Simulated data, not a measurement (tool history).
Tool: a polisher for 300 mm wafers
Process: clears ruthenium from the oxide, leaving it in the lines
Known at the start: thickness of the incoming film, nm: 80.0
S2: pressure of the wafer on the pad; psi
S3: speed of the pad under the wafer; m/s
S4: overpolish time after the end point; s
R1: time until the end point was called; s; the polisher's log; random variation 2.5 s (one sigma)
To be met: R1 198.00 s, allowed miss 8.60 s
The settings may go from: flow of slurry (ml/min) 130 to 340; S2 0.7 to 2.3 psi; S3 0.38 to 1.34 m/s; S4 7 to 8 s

Run 1, hour 0.0: flow of slurry (ml/min) 220, S2 1.5 psi, S3 0.86 m/s, S4 8 s. Result: R1 141.72 s.
Run 2, hour 8.5: flow of slurry (ml/min) 220, S2 1.4 psi, S3 0.86 m/s, S4 8 s. Result: R1 147.42 s.
Run 3, hour 12.6: flow of slurry (ml/min) 220, S2 1.3 psi, S3 0.86 m/s, S4 8 s. Result: R1 162.73 s.
Run 4, hour 14.1: flow of slurry (ml/min) 220, S2 1.2 psi, S3 0.86 m/s, S4 8 s. Result: R1 174.51 s.
Run 5, hour 22.2: flow of slurry (ml/min) 220, S2 1.5 psi, S3 0.86 m/s, S4 8 s. Result: R1 138.74 s.
Run 6, hour 29.0: flow of slurry (ml/min) 220, S2 1.5 psi, S3 0.86 m/s, S4 7 s. Result: R1 140.32 s.
Run 7, hour 33.0: flow of slurry (ml/min) 220, S2 1.4 psi, S3 0.86 m/s, S4 7 s. Result: R1 147.91 s.
Run 8, hour 38.8: flow of slurry (ml/min) 220, S2 1.3 psi, S3 0.86 m/s, S4 7 s. Result: R1 161.01 s.
Run 9, hour 41.8: flow of slurry (ml/min) 220, S2 1.2 psi, S3 0.86 m/s, S4 7 s. Result: R1 176.34 s.

Which of these 5 next moves meets every target?
Run A, hour 44.8: flow of slurry (ml/min) 185, S2 1.1 psi, S3 0.92 m/s, S4 8 s. Result: R1 ?.
Run B, hour 44.8: flow of slurry (ml/min) 225, S2 1.3 psi, S3 0.92 m/s, S4 7 s. Result: R1 ?.
Run C, hour 44.8: flow of slurry (ml/min) 250, S2 1.6 psi, S3 0.76 m/s, S4 7 s. Result: R1 ?.
Run D, hour 44.8: flow of slurry (ml/min) 235, S2 1.3 psi, S3 0.68 m/s, S4 7 s. Result: R1 ?.
Run E, hour 44.8: flow of slurry (ml/min) 155, S2 1.2 psi, S3 0.88 m/s, S4 8 s. Result: R1 ?.

move      R1
   A  182.01
   B  151.50
   C  147.48
   D  202.02
   E  178.94
A: nearer than the last run, and not there yet
B: further off than the last run
C: further off than the last run
D: meets every target
E: nearer than the last run, and not there yet
Move D is the one to make.
